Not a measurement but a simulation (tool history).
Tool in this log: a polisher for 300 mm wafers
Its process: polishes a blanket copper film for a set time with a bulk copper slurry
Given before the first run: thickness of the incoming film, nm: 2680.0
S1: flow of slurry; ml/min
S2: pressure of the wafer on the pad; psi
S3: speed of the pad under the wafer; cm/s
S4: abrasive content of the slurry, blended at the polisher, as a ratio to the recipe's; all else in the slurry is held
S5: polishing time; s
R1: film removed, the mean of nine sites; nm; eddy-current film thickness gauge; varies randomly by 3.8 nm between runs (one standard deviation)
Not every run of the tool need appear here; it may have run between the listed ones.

run	day	S1	S2	S3	S4	S5	R1
1	0	140	3.4	120	1	37	644.48
2	0.058	135	3.2	120	1	37	602.04
3	0.383	130	3	120	1	37	562.1
4	0.612	125	2.8	120	1	37	523.92
5	0.917	120	2.7	120	1	37	507.69
6	1.196	120	2.7	120	1	33	444.59

Run 7 has not been measured yet. What should we expect?
# day 1.458: head pressure recalibrated
7	1.458	115	2.7	120	1	33	?

{"run 7": {"R1": 394.5}}

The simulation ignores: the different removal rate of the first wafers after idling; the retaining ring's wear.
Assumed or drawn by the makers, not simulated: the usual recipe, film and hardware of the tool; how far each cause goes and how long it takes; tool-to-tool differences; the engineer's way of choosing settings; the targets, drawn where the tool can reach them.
